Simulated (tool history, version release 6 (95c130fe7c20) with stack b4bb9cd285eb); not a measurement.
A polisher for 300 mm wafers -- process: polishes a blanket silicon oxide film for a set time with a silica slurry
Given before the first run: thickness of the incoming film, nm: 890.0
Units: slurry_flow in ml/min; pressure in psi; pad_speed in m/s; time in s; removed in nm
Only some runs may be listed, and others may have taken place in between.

run	hour	slurry_flow	pressure	pad_speed	slurry_solids	time	removed
1	0.0	160	5.3	1.38	1.0	35	177.79
2	8.9	160	5.1	1.38	1.0	35	166.72
3	14.3	160	5.1	1.38	1.0	31	152.07
4	17.0	160	5.1	1.38	1.0	31	154.63
5	24.4	160	4.1	1.38	1.0	31	121.79
6	26.3	135	4.1	1.38	1.0	31	123.03

Run 7 has not been measured yet. What should we expect?
7	31.0	135	4.2	1.38	1.0	31	?

Run 7 came out at removed 124.44 nm.
